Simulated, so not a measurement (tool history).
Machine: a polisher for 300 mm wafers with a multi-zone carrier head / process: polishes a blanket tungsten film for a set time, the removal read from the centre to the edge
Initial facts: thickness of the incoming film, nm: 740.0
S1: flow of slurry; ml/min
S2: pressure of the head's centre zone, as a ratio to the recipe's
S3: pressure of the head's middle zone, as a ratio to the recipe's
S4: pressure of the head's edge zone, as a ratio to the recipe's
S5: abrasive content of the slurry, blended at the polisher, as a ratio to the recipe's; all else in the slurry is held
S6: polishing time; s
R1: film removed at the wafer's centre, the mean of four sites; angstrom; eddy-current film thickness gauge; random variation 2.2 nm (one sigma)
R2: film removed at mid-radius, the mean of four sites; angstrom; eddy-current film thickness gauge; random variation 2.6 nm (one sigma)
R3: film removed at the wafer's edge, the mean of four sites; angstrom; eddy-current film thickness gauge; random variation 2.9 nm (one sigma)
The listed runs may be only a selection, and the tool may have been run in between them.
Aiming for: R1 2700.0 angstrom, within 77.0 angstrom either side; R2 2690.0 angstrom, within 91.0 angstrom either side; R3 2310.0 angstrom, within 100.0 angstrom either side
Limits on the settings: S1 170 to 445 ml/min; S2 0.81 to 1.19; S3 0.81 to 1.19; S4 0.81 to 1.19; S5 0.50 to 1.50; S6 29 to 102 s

run  hour   S1    S2    S3    S4    S5  S6      R1      R2      R3
  1   0.0  285  1.00  1.00  1.00  1.00  65  2188.7  2133.0  2155.4
  2   5.2  320  1.00  1.00  1.00  1.00  65  2188.5  2157.6  2179.9
  3  10.8  320  1.00  1.00  1.00  1.00  52  1742.0  1722.1  1760.7
  4  18.8  325  1.04  1.05  1.00  1.15  55  2032.6  1992.8  1923.8
  5  27.0  325  1.04  1.05  1.00  1.35  55  2126.3  2108.2  2030.9
  6  29.5  330  1.07  1.09  1.01  1.40  56  2264.3  2258.1  2084.5
  7  34.4  335  1.09  1.11  1.02  1.45  57  2403.8  2322.9  2140.5
  8  36.0  365  1.10  1.19  1.00  1.50  63  2687.0  2780.7  2419.8
  9  36.9  360  1.11  1.19  0.99  1.50  63  2713.1  2852.1  2397.6

Below are 5 possible settings for the next run. Only one of them brings all results inside the allowed miss of their targets. Which is it?
  A  37.8  305  1.13  1.15  0.95  1.45  63   ?   ?   ?
  B  37.8  370  0.97  1.17  1.03  1.50  67   ?   ?   ?
  C  37.8  335  1.05  1.19  0.81  1.50  67   ?   ?   ?
  D  37.8  395  1.06  1.09  1.07  1.50  65   ?   ?   ?
  E  37.8  370  1.07  1.17  1.06  1.50  65   ?   ?   ?

move      R1      R2      R3
   A  2669.8  2680.0  2280.2
   B  2509.5  2978.2  2582.5
   C  2693.0  2996.2  2295.1
   D  2675.9  2731.2  2566.0
   E  2687.6  2887.6  2541.1
A: all results in spec
B: moves away from the targets compared with the last run
C: moves away from the targets compared with the last run
D: the worst result of the last run now meets its target, but another is out of spec
E: moves away from the targets compared with the last run
A is the move that brings every result within its allowed miss.
